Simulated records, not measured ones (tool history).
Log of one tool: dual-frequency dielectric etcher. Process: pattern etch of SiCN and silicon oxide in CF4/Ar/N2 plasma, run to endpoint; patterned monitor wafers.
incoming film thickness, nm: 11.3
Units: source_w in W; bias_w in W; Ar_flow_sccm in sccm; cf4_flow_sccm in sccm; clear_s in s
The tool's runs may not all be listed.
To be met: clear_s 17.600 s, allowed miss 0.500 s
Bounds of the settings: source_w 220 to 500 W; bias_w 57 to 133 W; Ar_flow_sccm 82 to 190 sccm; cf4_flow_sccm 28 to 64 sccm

| run | hour | source_w | bias_w | Ar_flow_sccm | cf4_flow_sccm | clear_s |
|---|---|---|---|---|---|---|
| 1 | 0.0 | 360 | 95 | 136 | 46 | 15.403 |
| 2 | 2.5 | 360 | 82 | 136 | 46 | 16.623 |
| 3 | 3.9 | 400 | 82 | 136 | 46 | 15.269 |
| 4 | 9.2 | 460 | 82 | 136 | 46 | 13.776 |
| 5 | 15.4 | 460 | 67 | 136 | 46 | 15.171 |
| 6 | 23.9 | 460 | 80 | 136 | 46 | 14.105 |
| 7 | 29.2 | 430 | 78 | 136 | 46 | 14.851 |
| 8 | 34.4 | 410 | 77 | 136 | 46 | 15.408 |
| 9 | 36.8 | 390 | 76 | 136 | 46 | 15.985 |
| 10 | 42.1 | 370 | 75 | 136 | 46 | 16.846 |
| 11 | 49.0 | 370 | 75 | 136 | 46 | 16.729 |

Which of these 4 next moves meets every target?
| A | 55.9 | 340 | 82 | 138 | 38 | ? |
| B | 55.9 | 350 | 83 | 128 | 43 | ? |
| C | 55.9 | 380 | 82 | 129 | 48 | ? |
| D | 55.9 | 410 | 81 | 169 | 48 | ? |

| move | clear_s |
|---|---|
| A | 17.703 |
| B | 16.794 |
| C | 15.703 |
| D | 15.519 |
A: meets every target
B: nearer than the last run, and not there yet
C: further off than the last run
D: further off than the last run
Move A is the one to make.
